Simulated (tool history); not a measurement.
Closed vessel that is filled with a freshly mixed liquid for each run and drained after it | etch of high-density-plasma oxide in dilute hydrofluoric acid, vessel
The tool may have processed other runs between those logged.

run,hour,temperature setpoint of the liquid (C),parts of water to one part of 49 % hydrofluoric acid (parts by volume),time in the liquid (s),thickness taken off the high-density-plasma oxide on a monitor wafer (nm)
1,0.0,23.0,275,65,1.2335
2,4.0,25.0,230,65,1.6772
3,9.7,26.5,205,65,2.0048
4,15.0,23.0,205,65,1.7903
5,20.6,21.5,205,65,1.6927
6,29.3,24.0,185,65,2.1149

The next listed run, before its measurement:
7,38.4,26.0,175,65,?

For run 7 the tool returned thickness taken off the high-density-plasma oxide on a monitor wafer (nm) 2.4335.

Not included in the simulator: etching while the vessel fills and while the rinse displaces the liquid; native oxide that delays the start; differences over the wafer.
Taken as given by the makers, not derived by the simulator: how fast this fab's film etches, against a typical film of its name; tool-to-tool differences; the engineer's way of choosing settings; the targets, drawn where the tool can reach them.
